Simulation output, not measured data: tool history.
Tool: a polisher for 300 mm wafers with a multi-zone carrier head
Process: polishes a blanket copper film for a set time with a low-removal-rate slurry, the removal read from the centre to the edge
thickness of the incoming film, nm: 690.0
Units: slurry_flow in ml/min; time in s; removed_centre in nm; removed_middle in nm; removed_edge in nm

run,hour,slurry_flow,centre_zone,middle_zone,edge_zone,slurry_solids,time,removed_centre,removed_middle,removed_edge
1,0.0,305,1.00,1.00,1.00,1.00,89,178.34,172.70,171.15
2,7.0,270,1.00,1.00,1.00,1.00,89,171.91,174.66,171.10
3,9.6,265,0.99,1.00,1.02,1.05,90,176.22,178.23,174.78
4,14.7,265,0.99,1.00,0.97,1.05,90,174.11,177.70,173.37
5,20.9,265,0.92,1.00,0.97,1.05,90,165.30,174.02,172.14
6,29.2,255,0.91,1.00,0.98,1.10,92,164.09,180.41,176.13

Run 7 comes next. What will it give?
7,36.8,255,0.90,0.99,0.99,1.15,94,?,?,?

Run 7 gave removed_centre 168.92 nm, removed_middle 180.97 nm, removed_edge 184.00 nm.

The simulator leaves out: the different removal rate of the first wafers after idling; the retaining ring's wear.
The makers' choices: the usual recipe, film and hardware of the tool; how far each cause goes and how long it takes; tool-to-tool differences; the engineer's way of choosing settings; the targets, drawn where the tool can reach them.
